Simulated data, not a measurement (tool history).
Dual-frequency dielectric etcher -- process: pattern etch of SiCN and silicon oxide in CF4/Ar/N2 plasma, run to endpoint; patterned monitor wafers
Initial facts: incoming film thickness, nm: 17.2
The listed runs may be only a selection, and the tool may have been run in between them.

Run 1, hour 0.0: source power (kW) 0.360, bias power (kW) 0.049, Ar flow (sccm) 102, CF4 flow (sccm) 79. Result: endpoint time (s) 28.150.
Run 2, hour 5.2: source power (kW) 0.360, bias power (kW) 0.049, Ar flow (sccm) 95, CF4 flow (sccm) 79. Result: endpoint time (s) 27.833.
Run 3, hour 9.8: source power (kW) 0.300, bias power (kW) 0.049, Ar flow (sccm) 95, CF4 flow (sccm) 79. Result: endpoint time (s) 33.809.
Run 4, hour 13.7: source power (kW) 0.280, bias power (kW) 0.049, Ar flow (sccm) 95, CF4 flow (sccm) 79. Result: endpoint time (s) 36.165.
Run 5, hour 21.8: source power (kW) 0.240, bias power (kW) 0.049, Ar flow (sccm) 95, CF4 flow (sccm) 79. Result: endpoint time (s) 42.852.
Run 6, hour 29.3: source power (kW) 0.250, bias power (kW) 0.049, Ar flow (sccm) 95, CF4 flow (sccm) 79. Result: endpoint time (s) 40.899.
Run 7, hour 38.2: source power (kW) 0.290, bias power (kW) 0.049, Ar flow (sccm) 95, CF4 flow (sccm) 79. Result: endpoint time (s) 35.128.
Run 8, hour 39.4: source power (kW) 0.290, bias power (kW) 0.049, Ar flow (sccm) 95, CF4 flow (sccm) 79. Result: endpoint time (s) 34.939.
Run 9, hour 45.4: source power (kW) 0.260, bias power (kW) 0.049, Ar flow (sccm) 95, CF4 flow (sccm) 79. Result: endpoint time (s) 39.447.
Run 10, hour 46.2: source power (kW) 0.270, bias power (kW) 0.049, Ar flow (sccm) 95, CF4 flow (sccm) 79. Result: endpoint time (s) 37.919.
Run 11, hour 48.5: source power (kW) 0.280, bias power (kW) 0.049, Ar flow (sccm) 95, CF4 flow (sccm) 79. Result: endpoint time (s) 36.549.

What does the tool deliver on the next run?
Run 12, hour 53.9: source power (kW) 0.280, bias power (kW) 0.049, Ar flow (sccm) 95, CF4 flow (sccm) 79. Result: endpoint time (s) ?.

{"run 12": {"endpoint time (s)": 36.255}}
